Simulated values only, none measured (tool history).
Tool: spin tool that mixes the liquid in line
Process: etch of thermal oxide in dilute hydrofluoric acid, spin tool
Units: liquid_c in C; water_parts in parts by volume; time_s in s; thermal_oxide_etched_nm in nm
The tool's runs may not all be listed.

{"run": 1, "hour": 0.0, "liquid_c": 20, "water_parts": 110, "time_s": 290, "thermal_oxide_etched_nm": 10.693}
{"run": 2, "hour": 6.2, "liquid_c": 20, "water_parts": 70, "time_s": 290, "thermal_oxide_etched_nm": 17.387}
{"run": 3, "hour": 7.2, "liquid_c": 19, "water_parts": 90, "time_s": 290, "thermal_oxide_etched_nm": 12.805}
{"run": 4, "hour": 16.2, "liquid_c": 22, "water_parts": 90, "time_s": 290, "thermal_oxide_etched_nm": 14.225}
{"run": 5, "hour": 22.0, "liquid_c": 22, "water_parts": 110, "time_s": 290, "thermal_oxide_etched_nm": 11.747}
{"run": 6, "hour": 31.0, "liquid_c": 20.5, "water_parts": 120, "time_s": 290, "thermal_oxide_etched_nm": 9.8486}
{"run": 7, "hour": 34.7, "liquid_c": 19.5, "water_parts": 125, "time_s": 290, "thermal_oxide_etched_nm": 8.947}
{"run": 8, "hour": 39.7, "liquid_c": 19, "water_parts": 130, "time_s": 290, "thermal_oxide_etched_nm": 8.5515}

Forecast run 9:
{"run": 9, "hour": 40.8, "liquid_c": 18.5, "water_parts": 135, "time_s": 290, "thermal_oxide_etched_nm": "?"}

{"run 9": {"thermal_oxide_etched_nm": 7.9839}}
